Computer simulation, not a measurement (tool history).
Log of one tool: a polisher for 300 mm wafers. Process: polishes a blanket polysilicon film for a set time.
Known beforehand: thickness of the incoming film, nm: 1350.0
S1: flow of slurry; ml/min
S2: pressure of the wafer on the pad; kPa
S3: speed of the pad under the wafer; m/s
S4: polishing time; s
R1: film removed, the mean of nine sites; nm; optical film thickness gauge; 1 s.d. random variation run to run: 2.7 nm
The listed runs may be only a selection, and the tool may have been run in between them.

run 1 hour=0.0 | S1=130 S2=20.0 S3=0.84 S4=36 | R1=232.26
run 2 hour=5.4 | S1=150 S2=20.0 S3=0.84 S4=36 | R1=238.74
run 3 hour=10.3 | S1=150 S2=20.0 S3=0.84 S4=32 | R1=213.16
run 4 hour=13.7 | S1=150 S2=20.0 S3=1.00 S4=32 | R1=247.10
run 5 hour=19.9 | S1=150 S2=21.4 S3=1.00 S4=32 | R1=266.29
run 6 hour=22.5 | S1=150 S2=26.2 S3=1.00 S4=32 | R1=322.84
run 7 hour=25.8 | S1=150 S2=26.9 S3=1.00 S4=32 | R1=329.99

Expected results for the next run?
run 8 hour=34.5 | S1=150 S2=27.6 S3=1.02 S4=32 | R1=?

{"run 8": {"R1": 340.09}}

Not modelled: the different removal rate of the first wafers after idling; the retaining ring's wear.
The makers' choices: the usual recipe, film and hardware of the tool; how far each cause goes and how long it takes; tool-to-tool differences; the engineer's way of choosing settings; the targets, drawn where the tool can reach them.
